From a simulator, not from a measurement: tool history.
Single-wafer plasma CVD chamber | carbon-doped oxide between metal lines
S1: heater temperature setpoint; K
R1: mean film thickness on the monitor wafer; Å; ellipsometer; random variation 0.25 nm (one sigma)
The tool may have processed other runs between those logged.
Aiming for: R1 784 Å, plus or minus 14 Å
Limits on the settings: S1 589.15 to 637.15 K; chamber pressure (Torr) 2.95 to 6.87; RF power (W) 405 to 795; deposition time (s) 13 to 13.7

Run 1, hour 0: S1 613.15 K, chamber pressure (Torr) 4.91, RF power (W) 600, deposition time (s) 13.7. Result: R1 849.51 Å.
Run 2, hour 6: S1 609.15 K, chamber pressure (Torr) 4.91, RF power (W) 600, deposition time (s) 13.7. Result: R1 865.19 Å.
Run 3, hour 11.5: S1 609.15 K, chamber pressure (Torr) 4.91, RF power (W) 685, deposition time (s) 13.7. Result: R1 931.93 Å.
Run 4, hour 15.8: S1 615.15 K, chamber pressure (Torr) 4.91, RF power (W) 685, deposition time (s) 13.7. Result: R1 911.89 Å.
Run 5, hour 21.7: S1 620.15 K, chamber pressure (Torr) 4.49, RF power (W) 660, deposition time (s) 13.7. Result: R1 872.81 Å.
Run 6, hour 25.2: S1 620.15 K, chamber pressure (Torr) 5.2, RF power (W) 660, deposition time (s) 13.7. Result: R1 897.6 Å.
Run 7, hour 29.3: S1 622.15 K, chamber pressure (Torr) 4.59, RF power (W) 640, deposition time (s) 13.7. Result: R1 852.74 Å.
Run 8, hour 30.9: S1 624.15 K, chamber pressure (Torr) 4.24, RF power (W) 630, deposition time (s) 13.7. Result: R1 828.07 Å.
Run 9, hour 37.9: S1 626.15 K, chamber pressure (Torr) 4.02, RF power (W) 625, deposition time (s) 13.7. Result: R1 810.17 Å.

Pick the move, out of 4, that brings all results within their allowed miss; only one does.
Run A, hour 44.9: S1 624.15 K, chamber pressure (Torr) 4.13, RF power (W) 675, deposition time (s) 13.5. Result: R1 ?.
Run B, hour 44.9: S1 618.15 K, chamber pressure (Torr) 4.63, RF power (W) 600, deposition time (s) 13.7. Result: R1 ?.
Run C, hour 44.9: S1 627.15 K, chamber pressure (Torr) 4.4, RF power (W) 635, deposition time (s) 13.4. Result: R1 ?.
Run D, hour 44.9: S1 625.15 K, chamber pressure (Torr) 4.16, RF power (W) 615, deposition time (s) 13.3. Result: R1 ?.

move      R1
   A  849.61
   B  832.96
   C  816.79
   D   789.6
A: further off than the last run
B: further off than the last run
C: further off than the last run
D: each result inside its tolerance
So the answer is move D, the one that meets all the targets.

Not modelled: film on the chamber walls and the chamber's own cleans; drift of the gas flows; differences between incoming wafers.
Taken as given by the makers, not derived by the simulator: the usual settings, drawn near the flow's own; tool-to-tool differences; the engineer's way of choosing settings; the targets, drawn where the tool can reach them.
